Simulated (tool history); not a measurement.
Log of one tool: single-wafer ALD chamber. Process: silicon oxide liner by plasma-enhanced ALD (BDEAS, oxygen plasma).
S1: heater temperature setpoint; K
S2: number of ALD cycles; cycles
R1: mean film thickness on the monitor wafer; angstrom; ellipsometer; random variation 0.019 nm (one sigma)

run 1 hour=0.0 | S1=588.15 S2=38 | R1=32.127
run 2 hour=1.7 | S1=597.15 S2=38 | R1=31.938
run 3 hour=5.3 | S1=590.15 S2=38 | R1=32.064
run 4 hour=12.7 | S1=590.15 S2=33 | R1=27.848
run 5 hour=14.1 | S1=590.15 S2=35 | R1=29.518
run 6 hour=19.0 | S1=590.15 S2=33 | R1=27.808
run 7 hour=20.4 | S1=590.15 S2=35 | R1=29.695

Run 8 comes next. What will it give?
run 8 hour=23.9 | S1=590.15 S2=36 | R1=?

R1: 30.385 angstrom
